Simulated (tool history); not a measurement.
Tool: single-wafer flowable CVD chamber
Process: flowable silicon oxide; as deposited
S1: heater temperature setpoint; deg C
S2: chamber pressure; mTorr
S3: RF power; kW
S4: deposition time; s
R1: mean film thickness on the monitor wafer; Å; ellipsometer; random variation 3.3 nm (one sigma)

| run | day | S1 | S2 | S3 | S4 | R1 |
|---|---|---|---|---|---|---|
| 1 | 0 | 90 | 833 | 1.565 | 917 | 7492.2 |
| 2 | 0.046 | 90 | 833 | 1.565 | 917 | 7464.5 |
| 3 | 0.229 | 88 | 833 | 1.565 | 917 | 7953.8 |
| 4 | 0.271 | 88 | 833 | 1.565 | 947 | 8262.9 |
| 5 | 0.579 | 88 | 704 | 1.565 | 947 | 6949.7 |
| 6 | 0.696 | 85 | 704 | 1.565 | 947 | 7787.2 |

Forecast run 7:
| 7 | 0.767 | 83 | 704 | 1.565 | 947 | ? |

Run 7 gave R1 8274.1 Å.

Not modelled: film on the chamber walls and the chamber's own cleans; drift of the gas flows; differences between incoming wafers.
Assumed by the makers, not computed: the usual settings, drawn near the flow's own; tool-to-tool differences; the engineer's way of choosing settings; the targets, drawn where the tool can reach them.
